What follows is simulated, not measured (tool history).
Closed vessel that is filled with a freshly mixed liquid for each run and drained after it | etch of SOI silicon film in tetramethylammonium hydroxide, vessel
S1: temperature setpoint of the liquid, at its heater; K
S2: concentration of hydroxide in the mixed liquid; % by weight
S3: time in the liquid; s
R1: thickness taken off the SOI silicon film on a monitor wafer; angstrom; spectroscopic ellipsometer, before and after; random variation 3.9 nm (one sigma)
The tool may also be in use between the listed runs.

run	hour	S1	S2	S3	R1
1	0	344.15	19.5	95	5756.9
2	4.1	345.65	19.5	95	6301.2
3	7.4	345.65	17	95	6666.8
4	14.3	345.65	20.5	95	6187.7
5	20.2	345.65	18	95	6441.4
6	21.3	346.65	18	95	6829.9
7	27	347.15	18	95	7076.5

Run 8 comes next. What will it give?
8	30.9	347.65	18	95	?

Run 8 gave R1 7225.1 angstrom.
